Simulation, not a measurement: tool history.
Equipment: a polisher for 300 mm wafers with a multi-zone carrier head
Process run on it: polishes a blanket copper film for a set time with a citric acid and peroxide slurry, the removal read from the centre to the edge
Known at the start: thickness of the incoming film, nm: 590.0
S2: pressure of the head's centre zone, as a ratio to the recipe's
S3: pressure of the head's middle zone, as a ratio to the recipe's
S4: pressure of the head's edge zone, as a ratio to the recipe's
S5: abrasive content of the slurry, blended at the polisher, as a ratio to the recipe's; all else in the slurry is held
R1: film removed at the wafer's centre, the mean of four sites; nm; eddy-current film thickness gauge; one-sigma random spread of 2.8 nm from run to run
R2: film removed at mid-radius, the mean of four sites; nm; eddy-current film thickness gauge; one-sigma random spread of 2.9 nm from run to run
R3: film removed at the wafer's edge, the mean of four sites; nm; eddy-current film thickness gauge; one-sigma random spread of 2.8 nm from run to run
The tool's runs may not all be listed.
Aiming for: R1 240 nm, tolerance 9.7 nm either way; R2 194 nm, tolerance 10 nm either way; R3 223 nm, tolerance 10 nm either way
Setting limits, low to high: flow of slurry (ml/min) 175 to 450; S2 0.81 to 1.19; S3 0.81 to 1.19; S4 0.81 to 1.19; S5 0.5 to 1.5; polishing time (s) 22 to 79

Run 1, hour 0: flow of slurry (ml/min) 290, S2 1, S3 1, S4 1, S5 1, polishing time (s) 50. Result: R1 156.2 nm, R2 140.05 nm, R3 139.79 nm.
Run 2, hour 2.9: flow of slurry (ml/min) 290, S2 1.01, S3 0.98, S4 1.04, S5 1.1, polishing time (s) 54. Result: R1 177.46 nm, R2 153.77 nm, R3 159.61 nm.
Run 3, hour 11.5: flow of slurry (ml/min) 220, S2 1.01, S3 0.98, S4 1.04, S5 1.1, polishing time (s) 54. Result: R1 171.69 nm, R2 149.84 nm, R3 157.01 nm.
Run 4, hour 15.4: flow of slurry (ml/min) 215, S2 1.02, S3 0.97, S4 1.07, S5 1.2, polishing time (s) 57. Result: R1 185.62 nm, R2 156.55 nm, R3 164.31 nm.
Run 5, hour 16.1: flow of slurry (ml/min) 215, S2 1.02, S3 1.03, S4 1.07, S5 1.2, polishing time (s) 57. Result: R1 185.64 nm, R2 168.1 nm, R3 170.74 nm.
Run 6, hour 23.9: flow of slurry (ml/min) 280, S2 1.02, S3 1.03, S4 1.07, S5 1.2, polishing time (s) 57. Result: R1 193.41 nm, R2 167.74 nm, R3 170.29 nm.
Run 7, hour 29.9: flow of slurry (ml/min) 275, S2 1.01, S3 1, S4 1.09, S5 1.25, polishing time (s) 60. Result: R1 200.89 nm, R2 174.92 nm, R3 189.2 nm.
Run 8, hour 32.6: flow of slurry (ml/min) 285, S2 1.02, S3 1, S4 1.11, S5 1.3, polishing time (s) 61. Result: R1 211.32 nm, R2 178.54 nm, R3 190.8 nm.
Run 9, hour 38.5: flow of slurry (ml/min) 290, S2 1.02, S3 0.99, S4 1.13, S5 1.35, polishing time (s) 63. Result: R1 214.85 nm, R2 186.51 nm, R3 201.8 nm.
Run 10, hour 44: flow of slurry (ml/min) 295, S2 1.03, S3 0.97, S4 1.14, S5 1.4, polishing time (s) 64. Result: R1 221.94 nm, R2 193 nm, R3 208.96 nm.
Run 11, hour 48.8: flow of slurry (ml/min) 300, S2 1.04, S3 0.95, S4 1.15, S5 1.4, polishing time (s) 65. Result: R1 232.26 nm, R2 189.63 nm, R3 212.53 nm.
Run 12, hour 52.2: flow of slurry (ml/min) 300, S2 1.04, S3 0.95, S4 1.16, S5 1.4, polishing time (s) 65. Result: R1 233.83 nm, R2 194.01 nm, R3 216.11 nm.

Which of these 5 next moves meets every target?
Run A, hour 55.6: flow of slurry (ml/min) 305, S2 0.97, S3 1.02, S4 1.17, S5 1.35, polishing time (s) 65. Result: R1 ?, R2 ?, R3 ?.
Run B, hour 55.6: flow of slurry (ml/min) 260, S2 1.14, S3 1.01, S4 1.06, S5 1.5, polishing time (s) 64. Result: R1 ?, R2 ?, R3 ?.
Run C, hour 55.6: flow of slurry (ml/min) 220, S2 1.03, S3 0.93, S4 1.13, S5 1.15, polishing time (s) 73. Result: R1 ?, R2 ?, R3 ?.
Run D, hour 55.6: flow of slurry (ml/min) 315, S2 1.01, S3 1.06, S4 1.13, S5 1.5, polishing time (s) 62. Result: R1 ?, R2 ?, R3 ?.
Run E, hour 55.6: flow of slurry (ml/min) 370, S2 0.93, S3 0.83, S4 1.19, S5 1.4, polishing time (s) 68. Result: R1 ?, R2 ?, R3 ?.

move      R1      R2      R3
   A  215.66  197.94  208.45
   B  250.94  194.51  198.02
   C  238.52  191.59  216.63
   D  220.04  200.23  200.47
   E  221.77  178.78  225.05
A: its largest miss is bigger than the last run's
B: its largest miss is bigger than the last run's
C: in spec on every target
D: its largest miss is bigger than the last run's
E: meets the target for the result that was furthest off, but another lies outside its allowed miss
C is the move that brings every result within its allowed miss.

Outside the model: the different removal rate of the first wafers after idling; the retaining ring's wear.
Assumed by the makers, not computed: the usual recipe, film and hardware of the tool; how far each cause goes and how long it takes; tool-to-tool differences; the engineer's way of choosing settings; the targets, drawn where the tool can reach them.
